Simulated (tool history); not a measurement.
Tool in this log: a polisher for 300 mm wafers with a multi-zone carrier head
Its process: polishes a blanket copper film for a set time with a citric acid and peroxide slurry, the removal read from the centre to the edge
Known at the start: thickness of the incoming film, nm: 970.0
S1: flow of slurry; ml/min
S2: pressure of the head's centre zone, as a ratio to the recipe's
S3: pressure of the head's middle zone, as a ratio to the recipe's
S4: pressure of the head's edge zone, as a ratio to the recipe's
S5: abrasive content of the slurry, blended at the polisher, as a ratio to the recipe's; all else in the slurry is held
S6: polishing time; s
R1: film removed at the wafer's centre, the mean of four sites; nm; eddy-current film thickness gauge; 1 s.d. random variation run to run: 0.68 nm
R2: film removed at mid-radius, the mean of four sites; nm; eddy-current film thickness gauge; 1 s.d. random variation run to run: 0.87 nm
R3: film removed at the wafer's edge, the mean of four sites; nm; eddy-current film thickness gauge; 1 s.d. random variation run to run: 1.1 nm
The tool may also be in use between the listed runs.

run 1 hour=0.0 | S1=220 S2=1.00 S3=1.00 S4=1.00 S5=1.00 S6=75 | R1=127.380 R2=130.64 R3=127.67
run 2 hour=0.6 | S1=220 S2=1.00 S3=0.92 S4=1.00 S5=1.00 S6=75 | R1=128.310 R2=122.30 R3=129.42
run 3 hour=1.5 | S1=220 S2=0.93 S3=0.92 S4=1.00 S5=1.00 S6=75 | R1=115.770 R2=123.75 R3=125.72
run 4 hour=6.1 | S1=220 S2=0.93 S3=0.92 S4=1.00 S5=1.15 S6=75 | R1=120.230 R2=125.32 R3=130.59
run 5 hour=10.5 | S1=220 S2=0.93 S3=0.92 S4=1.06 S5=1.15 S6=75 | R1=121.610 R2=124.87 R3=133.68
run 6 hour=12.1 | S1=215 S2=0.91 S3=0.91 S4=1.04 S5=1.05 S6=71 | R1=112.140 R2=114.00 R3=127.17
run 7 hour=16.7 | S1=220 S2=0.89 S3=0.92 S4=1.01 S5=1.00 S6=66 | R1=98.478 R2=106.47 R3=112.26

Run 8, settings as shown, results not yet in. Your forecast:
run 8 hour=23.8 | S1=220 S2=0.89 S3=0.92 S4=1.01 S5=1.00 S6=66 | R1=? R2=? R3=?

R1: 98.191 nm
R2: 105.55 nm
R3: 110.21 nm

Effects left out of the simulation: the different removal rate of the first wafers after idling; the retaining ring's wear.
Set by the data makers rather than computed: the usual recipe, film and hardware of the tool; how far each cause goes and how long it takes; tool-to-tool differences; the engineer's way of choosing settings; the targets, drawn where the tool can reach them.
